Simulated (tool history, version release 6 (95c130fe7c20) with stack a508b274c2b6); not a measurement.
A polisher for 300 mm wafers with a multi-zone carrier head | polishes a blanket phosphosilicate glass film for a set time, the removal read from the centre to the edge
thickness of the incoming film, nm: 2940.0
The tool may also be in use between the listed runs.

run,hour,flow of slurry (ml/min),pressure of the head's centre zone,pressure of the head's middle zone,pressure of the head's edge zone,abrasive content of the slurry,polishing time (s),film removed at the wafer's centre (Å),film removed at mid-radius (Å),film removed at the wafer's edge (Å)
1,0.0,260,1.00,1.00,1.00,1.00,66,3987.4,4101.4,4016.1
2,3.5,215,1.00,1.00,1.00,1.00,66,3800.9,4011.0,3929.1
3,4.4,190,1.00,1.00,1.00,1.00,66,3706.6,3814.6,3931.7
4,6.6,190,1.00,1.00,1.00,1.00,53,3030.9,3051.4,3150.8
5,7.3,190,1.00,1.00,0.92,1.00,53,3027.9,3155.0,2985.2
6,14.0,190,1.00,0.96,0.92,1.00,53,3002.1,2997.9,3030.8

The next listed run, before its measurement:
7,22.0,195,1.01,0.97,0.94,1.05,54,?,?,?

Run 7 gave film removed at the wafer's centre (Å) 3210.1, film removed at mid-radius (Å) 3234.4, film removed at the wafer's edge (Å) 3150.7.
